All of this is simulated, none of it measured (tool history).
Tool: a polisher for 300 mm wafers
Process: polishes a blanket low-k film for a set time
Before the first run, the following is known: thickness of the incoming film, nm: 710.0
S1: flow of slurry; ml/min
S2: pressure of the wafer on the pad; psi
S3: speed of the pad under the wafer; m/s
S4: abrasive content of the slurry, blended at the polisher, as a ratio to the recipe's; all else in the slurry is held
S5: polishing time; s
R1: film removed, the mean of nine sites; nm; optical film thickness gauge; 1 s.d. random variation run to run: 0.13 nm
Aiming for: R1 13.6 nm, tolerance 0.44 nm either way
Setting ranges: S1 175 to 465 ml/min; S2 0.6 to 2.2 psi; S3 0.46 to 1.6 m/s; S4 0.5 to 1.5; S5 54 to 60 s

run 1 day=0 | S1=295 S2=1.4 S3=1.02 S4=1 S5=60 | R1=22.137
run 2 day=0.375 | S1=295 S2=1.6 S3=1.02 S4=1 S5=60 | R1=24.337
run 3 day=0.417 | S1=295 S2=1.3 S3=1.02 S4=1 S5=60 | R1=19.844
run 4 day=0.525 | S1=295 S2=1.2 S3=1.02 S4=1 S5=60 | R1=18.856
run 5 day=0.783 | S1=295 S2=1.2 S3=0.8 S4=1 S5=60 | R1=15.533
run 6 day=1.071 | S1=235 S2=1.2 S3=0.8 S4=1 S5=60 | R1=14.799
run 7 day=1.433 | S1=235 S2=1.2 S3=0.8 S4=1 S5=60 | R1=14.918
run 8 day=1.521 | S1=230 S2=1.2 S3=0.8 S4=1 S5=60 | R1=14.828
run 9 day=1.754 | S1=225 S2=1.2 S3=0.8 S4=1 S5=60 | R1=14.993

4 candidate next runs follow, results not yet known. Just one meets every target within its allowed miss. Identify it.
run A day=1.988 | S1=400 S2=1.2 S3=0.66 S4=1.2 S5=58 | R1=?
run B day=1.988 | S1=335 S2=1.1 S3=1.1 S4=1.05 S5=54 | R1=?
run C day=1.988 | S1=270 S2=1.5 S3=0.8 S4=0.9 S5=59 | R1=?
run D day=1.988 | S1=180 S2=1.4 S3=0.7 S4=1.05 S5=59 | R1=?

move=A R1=13.917
move=B R1=17.047
move=C R1=18.158
move=D R1=15.06
A: hits every target within its allowed miss
B: misses by more than the last run did
C: misses by more than the last run did
D: just as far off the targets as the last run
Correct choice: A, which meets every target
